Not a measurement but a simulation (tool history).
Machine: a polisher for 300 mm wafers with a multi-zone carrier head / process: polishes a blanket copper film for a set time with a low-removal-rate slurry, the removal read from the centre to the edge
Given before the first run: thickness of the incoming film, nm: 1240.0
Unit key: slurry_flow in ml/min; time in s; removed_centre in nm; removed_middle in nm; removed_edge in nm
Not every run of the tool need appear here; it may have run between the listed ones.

| run | hour | slurry_flow | centre_zone | middle_zone | edge_zone | slurry_solids | time | removed_centre | removed_middle | removed_edge |
|---|---|---|---|---|---|---|---|---|---|---|
| 1 | 0.0 | 175 | 1.00 | 1.00 | 1.00 | 1.00 | 66 | 122.77 | 122.33 | 122.180 |
| 2 | 3.3 | 175 | 1.00 | 1.00 | 0.98 | 0.95 | 65 | 121.57 | 117.55 | 114.450 |
| 3 | 7.4 | 140 | 1.00 | 1.00 | 0.98 | 0.95 | 65 | 115.81 | 115.52 | 113.200 |
| 4 | 10.1 | 140 | 1.00 | 1.00 | 1.05 | 0.95 | 65 | 113.77 | 114.79 | 119.550 |
| 5 | 14.6 | 140 | 1.00 | 1.00 | 1.05 | 0.75 | 65 | 110.18 | 109.40 | 113.610 |
| 6 | 19.2 | 140 | 1.00 | 1.00 | 1.03 | 0.75 | 65 | 108.45 | 111.98 | 113.310 |
| 7 | 27.5 | 140 | 1.01 | 1.00 | 1.01 | 0.75 | 65 | 110.71 | 111.25 | 112.250 |

Run 8 comes next. What will it give?
| 8 | 30.4 | 140 | 1.06 | 1.06 | 0.91 | 0.50 | 62 | ? | ? | ? |

removed_centre: 103.59 nm
removed_middle: 103.92 nm
removed_edge: 95.575 nm
